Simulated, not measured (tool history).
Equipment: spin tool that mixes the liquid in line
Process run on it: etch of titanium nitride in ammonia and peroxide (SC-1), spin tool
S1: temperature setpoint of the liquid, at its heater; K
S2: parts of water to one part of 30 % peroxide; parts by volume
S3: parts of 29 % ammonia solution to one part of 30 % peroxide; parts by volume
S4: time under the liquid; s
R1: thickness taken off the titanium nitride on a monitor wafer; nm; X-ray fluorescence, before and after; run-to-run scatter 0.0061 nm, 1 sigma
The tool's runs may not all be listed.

| run | day | S1 | S2 | S3 | S4 | R1 |
|---|---|---|---|---|---|---|
| 1 | 0.000 | 331.15 | 15.5 | 0.70 | 15 | 2.2402 |
| 2 | 0.133 | 328.65 | 15.5 | 0.70 | 15 | 1.9004 |
| 3 | 0.496 | 328.65 | 15.5 | 0.45 | 15 | 1.7732 |
| 4 | 0.662 | 328.65 | 21.0 | 0.45 | 15 | 1.4925 |
| 5 | 1.038 | 328.65 | 21.0 | 0.65 | 15 | 1.5874 |
| 6 | 1.096 | 327.65 | 21.0 | 0.65 | 15 | 1.5078 |
| 7 | 1.283 | 326.65 | 21.0 | 0.65 | 15 | 1.3976 |
| 8 | 1.388 | 326.15 | 21.0 | 0.65 | 15 | 1.3415 |
| 9 | 1.688 | 325.65 | 21.0 | 0.65 | 15 | 1.3020 |

What will run 10 give?
| 10 | 2.062 | 325.15 | 21.0 | 0.65 | 15 | ? |

Run 10 came out at R1 1.2625 nm.

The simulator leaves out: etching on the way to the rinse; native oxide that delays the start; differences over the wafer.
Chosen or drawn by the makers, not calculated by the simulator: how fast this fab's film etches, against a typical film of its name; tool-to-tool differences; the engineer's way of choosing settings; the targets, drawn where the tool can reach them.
